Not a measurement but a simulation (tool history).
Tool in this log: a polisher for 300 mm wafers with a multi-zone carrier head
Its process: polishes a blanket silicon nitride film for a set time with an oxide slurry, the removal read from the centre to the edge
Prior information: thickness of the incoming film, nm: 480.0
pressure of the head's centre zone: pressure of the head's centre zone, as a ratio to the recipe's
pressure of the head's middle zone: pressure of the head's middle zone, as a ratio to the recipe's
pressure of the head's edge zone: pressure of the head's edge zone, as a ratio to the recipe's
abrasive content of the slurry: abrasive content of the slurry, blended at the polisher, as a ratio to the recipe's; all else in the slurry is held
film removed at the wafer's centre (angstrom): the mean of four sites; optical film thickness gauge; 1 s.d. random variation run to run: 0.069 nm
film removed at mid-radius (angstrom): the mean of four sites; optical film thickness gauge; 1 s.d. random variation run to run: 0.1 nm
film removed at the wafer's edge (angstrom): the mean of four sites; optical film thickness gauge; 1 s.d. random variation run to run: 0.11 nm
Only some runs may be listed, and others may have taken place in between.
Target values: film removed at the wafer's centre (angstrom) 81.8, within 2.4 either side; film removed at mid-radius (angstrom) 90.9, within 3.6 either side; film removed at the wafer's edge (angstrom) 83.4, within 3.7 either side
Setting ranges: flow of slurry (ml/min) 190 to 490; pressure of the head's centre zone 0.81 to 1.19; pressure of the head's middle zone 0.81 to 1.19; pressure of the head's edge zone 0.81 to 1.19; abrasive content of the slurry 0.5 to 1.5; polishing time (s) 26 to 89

| run | hour | flow of slurry (ml/min) | pressure of the head's centre zone | pressure of the head's middle zone | pressure of the head's edge zone | abrasive content of the slurry | polishing time (s) | film removed at the wafer's centre (angstrom) | film removed at mid-radius (angstrom) | film removed at the wafer's edge (angstrom) |
|---|---|---|---|---|---|---|---|---|---|---|
| 1 | 0 | 315 | 1 | 1 | 1 | 1 | 57 | 194.45 | 191.52 | 189.72 |
| 2 | 2.7 | 315 | 0.97 | 1 | 0.96 | 0.85 | 49 | 150.97 | 153.38 | 144.59 |
| 3 | 9.8 | 305 | 0.93 | 0.98 | 0.94 | 0.75 | 45 | 125.73 | 129.73 | 128.12 |
| 4 | 14.5 | 315 | 0.92 | 0.99 | 0.92 | 0.7 | 41 | 109.62 | 117.19 | 110.7 |
| 5 | 16.3 | 315 | 0.92 | 0.99 | 0.92 | 0.85 | 41 | 119.94 | 128.63 | 122.18 |
| 6 | 22.5 | 320 | 0.91 | 0.99 | 0.9 | 0.75 | 39 | 106.91 | 115.09 | 110.91 |
| 7 | 26.4 | 320 | 0.91 | 1 | 0.88 | 0.7 | 38 | 101.15 | 109.79 | 101.96 |
| 8 | 30.1 | 320 | 0.9 | 1 | 0.87 | 0.65 | 37 | 92.604 | 104.47 | 95.545 |
| 9 | 37.2 | 320 | 0.9 | 0.99 | 0.86 | 0.6 | 37 | 90.868 | 100.47 | 93.709 |
| 10 | 39.2 | 310 | 0.89 | 1 | 0.81 | 0.5 | 33 | 71.421 | 80.395 | 70.757 |
| 11 | 45.5 | 345 | 0.89 | 1 | 0.82 | 0.5 | 33 | 71.198 | 80.95 | 73.767 |
| 12 | 50.7 | 340 | 0.9 | 1.01 | 0.85 | 0.5 | 33 | 74.256 | 81.188 | 73.787 |
| 13 | 56.9 | 340 | 0.9 | 1.02 | 0.87 | 0.5 | 33 | 72.987 | 82.675 | 74.386 |
| 14 | 58.3 | 340 | 0.91 | 1.02 | 0.89 | 0.55 | 33 | 78.491 | 85.814 | 77.181 |
| 15 | 65.6 | 340 | 0.9 | 1.02 | 0.9 | 0.55 | 33 | 77.1 | 87.09 | 79.517 |
| 16 | 73.7 | 370 | 0.94 | 1.04 | 0.95 | 0.6 | 33 | 84.71 | 92.551 | 85.209 |
| 17 | 77.3 | 370 | 0.94 | 1.04 | 0.95 | 0.6 | 33 | 84.659 | 93.166 | 87.09 |
| 18 | 82.2 | 370 | 0.94 | 1.04 | 0.94 | 0.6 | 33 | 84.536 | 93.132 | 84.257 |

Which single option among these 5 for the next run brings every result within its allowed miss of target? Just one does.
| A | 87.1 | 340 | 0.94 | 1.01 | 0.95 | 0.55 | 31 | ? | ? | ? |
| B | 87.1 | 335 | 0.95 | 1.08 | 0.98 | 0.55 | 33 | ? | ? | ? |
| C | 87.1 | 390 | 1.03 | 1.18 | 0.89 | 0.65 | 28 | ? | ? | ? |
| D | 87.1 | 405 | 1.07 | 0.98 | 0.91 | 0.6 | 30 | ? | ? | ? |
| E | 87.1 | 430 | 0.87 | 0.98 | 0.9 | 0.55 | 37 | ? | ? | ? |

| move | film removed at the wafer's centre (angstrom) | film removed at mid-radius (angstrom) | film removed at the wafer's edge (angstrom) |
|---|---|---|---|
| A | 75.251 | 81.646 | 77.049 |
| B | 80.883 | 91.873 | 83.075 |
| C | 82.159 | 92.609 | 73.897 |
| D | 88.08 | 81.611 | 77.262 |
| E | 84.797 | 96.851 | 91.043 |
A: takes the result that was furthest off past its target
B: hits every target within its allowed miss
C: puts the biggest miss on target and leaves a different result outside tolerance
D: lands further from the targets than the last run did
E: lands further from the targets than the last run did
Go with B: it meets all targets.
